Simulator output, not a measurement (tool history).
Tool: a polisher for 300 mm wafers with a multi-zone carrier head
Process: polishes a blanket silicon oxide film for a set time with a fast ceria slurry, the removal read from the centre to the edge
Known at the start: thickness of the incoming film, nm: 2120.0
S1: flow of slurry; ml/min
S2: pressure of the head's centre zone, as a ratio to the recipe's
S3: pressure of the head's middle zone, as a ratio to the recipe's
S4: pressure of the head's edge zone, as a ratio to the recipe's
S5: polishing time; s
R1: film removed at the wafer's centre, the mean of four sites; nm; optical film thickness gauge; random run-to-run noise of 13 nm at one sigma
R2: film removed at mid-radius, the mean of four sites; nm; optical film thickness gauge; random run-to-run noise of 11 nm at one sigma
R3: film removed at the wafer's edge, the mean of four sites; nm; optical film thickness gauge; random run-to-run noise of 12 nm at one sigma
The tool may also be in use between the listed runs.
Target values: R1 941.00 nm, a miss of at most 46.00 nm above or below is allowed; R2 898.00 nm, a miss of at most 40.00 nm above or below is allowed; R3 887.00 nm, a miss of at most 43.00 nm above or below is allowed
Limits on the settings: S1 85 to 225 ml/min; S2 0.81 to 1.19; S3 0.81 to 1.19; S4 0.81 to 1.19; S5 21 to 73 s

| run | day | S1 | S2 | S3 | S4 | S5 | R1 | R2 | R3 |
|---|---|---|---|---|---|---|---|---|---|
| 1 | 0.000 | 145 | 1.00 | 1.00 | 1.00 | 47 | 610.06 | 619.62 | 623.33 |
| 2 | 0.217 | 150 | 1.01 | 1.01 | 1.01 | 49 | 651.01 | 669.26 | 649.67 |
| 3 | 0.454 | 150 | 0.97 | 1.01 | 1.01 | 49 | 618.23 | 661.69 | 656.46 |
| 4 | 0.762 | 150 | 0.91 | 1.01 | 1.01 | 49 | 577.01 | 674.00 | 652.56 |
| 5 | 0.821 | 155 | 0.93 | 1.01 | 1.02 | 51 | 633.78 | 689.47 | 684.11 |
| 6 | 1.067 | 155 | 0.86 | 1.01 | 1.02 | 51 | 585.13 | 702.57 | 695.84 |
| 7 | 1.179 | 160 | 0.88 | 1.01 | 1.03 | 52 | 610.62 | 717.04 | 705.17 |
| 8 | 1.508 | 160 | 0.90 | 1.01 | 1.03 | 54 | 669.55 | 735.09 | 726.29 |
| 9 | 1.717 | 160 | 0.91 | 1.01 | 1.04 | 55 | 654.15 | 760.75 | 734.67 |
| 10 | 1.971 | 165 | 0.92 | 1.00 | 1.03 | 57 | 700.26 | 785.10 | 776.66 |
| 11 | 2.038 | 170 | 0.94 | 1.00 | 1.03 | 58 | 730.45 | 802.34 | 799.36 |
| 12 | 2.233 | 175 | 0.96 | 1.00 | 1.03 | 59 | 775.50 | 807.06 | 812.23 |
| 13 | 2.583 | 180 | 0.97 | 1.00 | 1.03 | 60 | 786.36 | 823.33 | 806.57 |

Which of these 5 next moves meets every target?
| A | 2.933 | 175 | 1.07 | 1.03 | 1.09 | 64 | ? | ? | ? |
| B | 2.933 | 225 | 1.10 | 1.13 | 0.96 | 59 | ? | ? | ? |
| C | 2.933 | 225 | 1.04 | 1.02 | 0.93 | 57 | ? | ? | ? |
| D | 2.933 | 180 | 0.97 | 1.18 | 0.92 | 54 | ? | ? | ? |
| E | 2.933 | 205 | 0.83 | 0.84 | 1.18 | 62 | ? | ? | ? |

| move | R1 | R2 | R3 |
|---|---|---|---|
| A | 924.16 | 912.10 | 884.87 |
| B | 906.30 | 937.41 | 792.80 |
| C | 826.85 | 830.13 | 758.16 |
| D | 709.89 | 868.29 | 700.32 |
| E | 707.10 | 760.58 | 900.26 |
A: all results land within tolerance of their targets
B: brings the result that was furthest off to its target, and leaves another outside
C: nearer than the last run, and not there yet
D: the biggest miss grows against the last run
E: the biggest miss grows against the last run
Answer: A
